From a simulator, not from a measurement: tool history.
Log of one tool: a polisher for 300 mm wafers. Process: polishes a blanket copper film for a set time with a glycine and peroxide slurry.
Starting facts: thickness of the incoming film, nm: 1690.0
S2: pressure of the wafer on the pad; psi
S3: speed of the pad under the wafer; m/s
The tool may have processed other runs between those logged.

Run 1, hour 0.0: flow of slurry (ml/min) 305, S2 3.3 psi, S3 1.18 m/s, polishing time (s) 24. Result: film removed (nm) 146.03.
Run 2, hour 8.8: flow of slurry (ml/min) 305, S2 3.3 psi, S3 1.06 m/s, polishing time (s) 24. Result: film removed (nm) 133.23.
Run 3, hour 13.8: flow of slurry (ml/min) 305, S2 2.6 psi, S3 1.06 m/s, polishing time (s) 24. Result: film removed (nm) 110.77.
Run 4, hour 16.9: flow of slurry (ml/min) 305, S2 3.4 psi, S3 1.12 m/s, polishing time (s) 24. Result: film removed (nm) 144.56.
Run 5, hour 22.1: flow of slurry (ml/min) 305, S2 3.4 psi, S3 1.12 m/s, polishing time (s) 24. Result: film removed (nm) 141.28.
Run 6, hour 23.3: flow of slurry (ml/min) 305, S2 3.9 psi, S3 1.18 m/s, polishing time (s) 24. Result: film removed (nm) 166.44.
Run 7, hour 24.3: flow of slurry (ml/min) 310, S2 4.9 psi, S3 1.34 m/s, polishing time (s) 24. Result: film removed (nm) 222.97.
Run 8, hour 27.5: flow of slurry (ml/min) 310, S2 4.9 psi, S3 1.34 m/s, polishing time (s) 24. Result: film removed (nm) 226.94.

For run 9, what comes out?
Run 9, hour 36.1: flow of slurry (ml/min) 310, S2 5.0 psi, S3 1.36 m/s, polishing time (s) 24. Result: film removed (nm) ?.

{"run 9": {"film removed (nm)": 242.35}}
